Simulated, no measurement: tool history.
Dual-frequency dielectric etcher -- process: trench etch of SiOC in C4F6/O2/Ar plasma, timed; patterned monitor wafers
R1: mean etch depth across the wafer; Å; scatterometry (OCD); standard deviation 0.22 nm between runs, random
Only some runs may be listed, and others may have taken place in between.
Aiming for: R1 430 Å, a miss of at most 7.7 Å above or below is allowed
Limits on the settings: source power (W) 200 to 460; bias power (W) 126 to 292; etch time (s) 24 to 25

run 1 hour=0 | source_power_(W)=330 bias_power_(W)=209 etch_time_(s)=24 | R1=486.44
run 2 hour=8.7 | source_power_(W)=330 bias_power_(W)=209 etch_time_(s)=25 | R1=506.82
run 3 hour=12.7 | source_power_(W)=320 bias_power_(W)=207 etch_time_(s)=25 | R1=503.34
run 4 hour=20.4 | source_power_(W)=320 bias_power_(W)=182 etch_time_(s)=25 | R1=476.94
run 5 hour=25.7 | source_power_(W)=320 bias_power_(W)=182 etch_time_(s)=24 | R1=458.75
run 6 hour=32.5 | source_power_(W)=340 bias_power_(W)=182 etch_time_(s)=24 | R1=467.85
run 7 hour=40.6 | source_power_(W)=330 bias_power_(W)=181 etch_time_(s)=24 | R1=465.45
run 8 hour=41.1 | source_power_(W)=320 bias_power_(W)=180 etch_time_(s)=24 | R1=457.96
run 9 hour=42.4 | source_power_(W)=310 bias_power_(W)=179 etch_time_(s)=24 | R1=450.07

Of the 5 settings listed for the next run, only one would bring every result within its allowed miss of target. Which one?
run A hour=43.7 | source_power_(W)=320 bias_power_(W)=172 etch_time_(s)=25 | R1=?
run B hour=43.7 | source_power_(W)=310 bias_power_(W)=190 etch_time_(s)=25 | R1=?
run C hour=43.7 | source_power_(W)=300 bias_power_(W)=138 etch_time_(s)=24.5 | R1=?
run D hour=43.7 | source_power_(W)=290 bias_power_(W)=179 etch_time_(s)=24.5 | R1=?
run E hour=43.7 | source_power_(W)=250 bias_power_(W)=185 etch_time_(s)=25 | R1=?

move=A R1=467.36
move=B R1=476
move=C R1=416.42
move=D R1=444.93
move=E R1=430.75
A: the biggest miss grows against the last run
B: the biggest miss grows against the last run
C: pushes the last run's worst result past its target
D: gains on the last run, yet a result remains outside its allowed miss
E: all results land within tolerance of their targets
Move E is the one to make.

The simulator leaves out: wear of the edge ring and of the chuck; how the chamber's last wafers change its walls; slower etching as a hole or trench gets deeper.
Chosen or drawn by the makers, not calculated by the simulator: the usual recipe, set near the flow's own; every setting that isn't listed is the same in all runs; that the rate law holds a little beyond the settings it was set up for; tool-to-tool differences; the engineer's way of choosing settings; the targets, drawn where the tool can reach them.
